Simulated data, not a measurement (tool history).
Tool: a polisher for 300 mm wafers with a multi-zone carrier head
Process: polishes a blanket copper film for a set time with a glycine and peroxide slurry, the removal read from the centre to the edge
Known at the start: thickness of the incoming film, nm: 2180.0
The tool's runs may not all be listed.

run  hour  flow of slurry (ml/min)  pressure of the head's centre zone  pressure of the head's middle zone  pressure of the head's edge zone  polishing time (s)  film removed at the wafer's centre (nm)  film removed at mid-radius (nm)  film removed at the wafer's edge (nm)
  1   0.0                      120                                1.00                                1.00                              1.00                  69                                   316.57                           340.82                                 337.91
  2   1.2                      120                                1.00                                1.00                              1.00                  54                                   250.48                           265.90                                 268.44
  3   6.9                      120                                1.00                                1.00                              0.96                  54                                   252.41                           270.80                                 263.89
  4  12.8                      120                                1.00                                1.00                              0.96                  38                                   173.57                           192.22                                 183.98
  5  20.5                      120                                1.00                                1.00                              1.02                  38                                   173.02                           187.37                                 188.75
  6  27.6                      120                                1.00                                1.00                              1.08                  38                                   171.85                           187.15                                 191.48
  7  32.8                      125                                1.00                                1.01                              1.08                  44                                   204.02                           217.52                                 224.90
  8  41.7                      135                                1.00                                1.03                              1.09                  47                                   220.46                           247.79                                 241.60
  9  45.3                      140                                1.01                                1.03                              1.10                  51                                   247.00                           269.06                                 265.75
 10  51.5                      145                                1.01                                1.03                              1.11                  54                                   260.34                           285.75                                 285.72
 11  52.4                      150                                1.02                                1.03                              1.12                  57                                   288.60                           304.28                                 301.98
 12  56.1                      145                                1.00                                1.05                              1.19                  76                                   370.33                           407.34                                 409.03
 13  60.2                      150                                1.00                                1.05                              1.19                  76                                   363.99                           415.66                                 414.06
 14  65.3                      155                                1.01                                1.05                              1.19                  76                                   376.66                           406.54                                 413.11
     70.3  -- centre zone pressure recalibrated
 15  70.3                      175                                1.03                                1.10                              1.19                  81                                   447.32                           468.73                                 446.32
 16  71.4                      175                                1.03                                1.09                              1.19                  81                                   440.15                           473.37                                 451.29

Forecast run 17:
 17  76.2                      175                                1.03                                1.08                              1.19                  81                                        ?                                ?                                      ?

film removed at the wafer's centre (nm): 455.24
film removed at mid-radius (nm): 458.05
film removed at the wafer's edge (nm): 449.19
